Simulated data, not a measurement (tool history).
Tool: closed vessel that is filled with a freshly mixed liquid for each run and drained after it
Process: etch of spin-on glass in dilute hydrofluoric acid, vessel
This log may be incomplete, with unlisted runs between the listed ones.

run	hour	temperature setpoint of the liquid (C)	parts of water to one part of 49 % hydrofluoric acid (parts by volume)	time in the liquid (s)	thickness taken off the spin-on glass on a monitor wafer (nm)
1	0.0	23.0	135	75	24.357
2	2.9	21.5	135	75	22.828
3	9.6	21.5	135	75	22.791
4	14.0	21.5	155	75	19.334
5	15.6	21.0	155	75	19.016
6	17.3	21.0	155	60	15.213
7	20.9	22.0	155	60	16.194

Run 8 is up next; what results do you expect?
8	29.1	23.0	155	60	?

thickness taken off the spin-on glass on a monitor wafer (nm): 16.663

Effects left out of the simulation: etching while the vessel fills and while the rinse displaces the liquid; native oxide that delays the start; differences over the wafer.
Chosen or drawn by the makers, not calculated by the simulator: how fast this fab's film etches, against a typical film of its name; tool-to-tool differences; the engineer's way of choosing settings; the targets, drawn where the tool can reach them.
